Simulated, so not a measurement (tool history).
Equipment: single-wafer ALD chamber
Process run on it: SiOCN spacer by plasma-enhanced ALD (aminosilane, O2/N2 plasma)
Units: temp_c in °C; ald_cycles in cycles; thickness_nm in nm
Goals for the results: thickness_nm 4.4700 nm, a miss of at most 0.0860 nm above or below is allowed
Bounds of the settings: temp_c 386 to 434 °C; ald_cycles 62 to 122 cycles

Run 1, hour 0.0: temp_c 410 °C, ald_cycles 92 cycles. Result: thickness_nm 5.2851 nm.
Run 2, hour 2.6: temp_c 402 °C, ald_cycles 92 cycles. Result: thickness_nm 5.4314 nm.
Run 3, hour 7.6: temp_c 393 °C, ald_cycles 92 cycles. Result: thickness_nm 5.4582 nm.
Run 4, hour 8.6: temp_c 386 °C, ald_cycles 92 cycles. Result: thickness_nm 5.4487 nm.
Run 5, hour 10.9: temp_c 386 °C, ald_cycles 101 cycles. Result: thickness_nm 5.9258 nm.
Run 6, hour 15.1: temp_c 386 °C, ald_cycles 94 cycles. Result: thickness_nm 5.4827 nm.
Run 7, hour 20.4: temp_c 386 °C, ald_cycles 91 cycles. Result: thickness_nm 5.3931 nm.
Run 8, hour 28.0: temp_c 386 °C, ald_cycles 88 cycles. Result: thickness_nm 5.1261 nm.
Run 9, hour 29.8: temp_c 386 °C, ald_cycles 86 cycles. Result: thickness_nm 5.0579 nm.
Run 10, hour 38.2: temp_c 386 °C, ald_cycles 84 cycles. Result: thickness_nm 4.9284 nm.
Run 11, hour 39.2: temp_c 386 °C, ald_cycles 83 cycles. Result: thickness_nm 4.8929 nm.
Run 12, hour 45.3: temp_c 386 °C, ald_cycles 83 cycles. Result: thickness_nm 4.8965 nm.
Run 13, hour 53.1: temp_c 386 °C, ald_cycles 82 cycles. Result: thickness_nm 4.8330 nm.
Run 14, hour 60.2: temp_c 386 °C, ald_cycles 81 cycles. Result: thickness_nm 4.7745 nm.
Run 15, hour 62.5: temp_c 386 °C, ald_cycles 80 cycles. Result: thickness_nm 4.7168 nm.
Run 16, hour 64.9: temp_c 386 °C, ald_cycles 79 cycles. Result: thickness_nm 4.6307 nm.

Which single option among these 5 for the next run brings every result within its allowed miss of target? Just one does.
Run A, hour 67.3: temp_c 386 °C, ald_cycles 81 cycles. Result: thickness_nm ?.
Run B, hour 67.3: temp_c 386 °C, ald_cycles 80 cycles. Result: thickness_nm ?.
Run C, hour 67.3: temp_c 392 °C, ald_cycles 76 cycles. Result: thickness_nm ?.
Run D, hour 67.3: temp_c 389 °C, ald_cycles 83 cycles. Result: thickness_nm ?.
Run E, hour 67.3: temp_c 398 °C, ald_cycles 80 cycles. Result: thickness_nm ?.

move  thickness_nm
   A        4.7803
   B        4.7213
   C        4.4852
   D        4.8984
   E        4.7213
A: the biggest miss grows against the last run
B: the biggest miss grows against the last run
C: all results in spec
D: the biggest miss grows against the last run
E: the biggest miss grows against the last run
Correct choice: C, which meets every target
